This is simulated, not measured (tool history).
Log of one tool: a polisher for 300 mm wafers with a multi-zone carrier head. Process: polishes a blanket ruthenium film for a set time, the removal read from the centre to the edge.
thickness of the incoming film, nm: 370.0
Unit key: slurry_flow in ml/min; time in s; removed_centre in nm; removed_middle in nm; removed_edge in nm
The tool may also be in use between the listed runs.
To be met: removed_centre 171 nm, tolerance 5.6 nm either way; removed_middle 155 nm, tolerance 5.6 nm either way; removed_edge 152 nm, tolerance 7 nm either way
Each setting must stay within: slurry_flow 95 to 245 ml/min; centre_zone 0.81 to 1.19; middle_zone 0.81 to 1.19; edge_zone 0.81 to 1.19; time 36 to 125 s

{"run": 1, "hour": 0.0, "slurry_flow": 155, "centre_zone": 1, "middle_zone": 1, "edge_zone": 1, "time": 80, "removed_centre": 137.77, "removed_middle": 140.6, "removed_edge": 142.91}
{"run": 2, "hour": 4.5, "slurry_flow": 120, "centre_zone": 1, "middle_zone": 1, "edge_zone": 1, "time": 80, "removed_centre": 128.47, "removed_middle": 133.11, "removed_edge": 134.49}
{"run": 3, "hour": 9.1, "slurry_flow": 120, "centre_zone": 1, "middle_zone": 1, "edge_zone": 1, "time": 61, "removed_centre": 98.343, "removed_middle": 100.58, "removed_edge": 103.11}
{"run": 4, "hour": 15.8, "slurry_flow": 120, "centre_zone": 1, "middle_zone": 1, "edge_zone": 1.06, "time": 61, "removed_centre": 96.867, "removed_middle": 101.06, "removed_edge": 107.39}
{"run": 5, "hour": 24.5, "slurry_flow": 130, "centre_zone": 1.02, "middle_zone": 1.01, "edge_zone": 1.06, "time": 63, "removed_centre": 105.65, "removed_middle": 106.19, "removed_edge": 109.18}
{"run": 6, "hour": 29.8, "slurry_flow": 130, "centre_zone": 1.02, "middle_zone": 1.01, "edge_zone": 1.06, "time": 78, "removed_centre": 129.3, "removed_middle": 133.74, "removed_edge": 135.17}
{"run": 7, "hour": 32.2, "slurry_flow": 140, "centre_zone": 1.03, "middle_zone": 1.01, "edge_zone": 1.06, "time": 78, "removed_centre": 137.12, "removed_middle": 134.89, "removed_edge": 139}
{"run": 8, "hour": 38.2, "slurry_flow": 150, "centre_zone": 1.03, "middle_zone": 1.02, "edge_zone": 1.06, "time": 78, "removed_centre": 136.8, "removed_middle": 138.81, "removed_edge": 142.67}
{"run": 9, "hour": 41.2, "slurry_flow": 160, "centre_zone": 1.04, "middle_zone": 1.02, "edge_zone": 1.05, "time": 78, "removed_centre": 140.91, "removed_middle": 139.07, "removed_edge": 143.04}
{"run": 10, "hour": 47.0, "slurry_flow": 170, "centre_zone": 1.05, "middle_zone": 1.03, "edge_zone": 1.04, "time": 78, "removed_centre": 143.26, "removed_middle": 140.9, "removed_edge": 141.97}

Exactly one of the 5 candidate moves below puts every result within its allowed miss. Which one?
{"run": "A", "hour": 52.8, "slurry_flow": 145, "centre_zone": 1.16, "middle_zone": 1.19, "edge_zone": 0.95, "time": 81, "removed_centre": "?", "removed_middle": "?", "removed_edge": "?"}
{"run": "B", "hour": 52.8, "slurry_flow": 225, "centre_zone": 1.09, "middle_zone": 0.97, "edge_zone": 0.95, "time": 85, "removed_centre": "?", "removed_middle": "?", "removed_edge": "?"}
{"run": "C", "hour": 52.8, "slurry_flow": 160, "centre_zone": 1.19, "middle_zone": 1.09, "edge_zone": 0.96, "time": 82, "removed_centre": "?", "removed_middle": "?", "removed_edge": "?"}
{"run": "D", "hour": 52.8, "slurry_flow": 190, "centre_zone": 1.11, "middle_zone": 1.09, "edge_zone": 0.95, "time": 80, "removed_centre": "?", "removed_middle": "?", "removed_edge": "?"}
{"run": "E", "hour": 52.8, "slurry_flow": 200, "centre_zone": 1.14, "middle_zone": 1.19, "edge_zone": 0.91, "time": 78, "removed_centre": "?", "removed_middle": "?", "removed_edge": "?"}

move=A removed_centre=157.19 removed_middle=165.34 removed_edge=136.43
move=B removed_centre=168.34 removed_middle=157.21 removed_edge=151.73
move=C removed_centre=166.94 removed_middle=158.36 removed_edge=141.03
move=D removed_centre=157.12 removed_middle=159.34 removed_edge=139.98
move=E removed_centre=158.88 removed_middle=168.88 removed_edge=134.39
A: an improvement on the last run, though not all results are within tolerance
B: all results in spec
C: puts the biggest miss on target and leaves a different result outside tolerance
D: an improvement on the last run, though not all results are within tolerance
E: an improvement on the last run, though not all results are within tolerance
B meets every target.
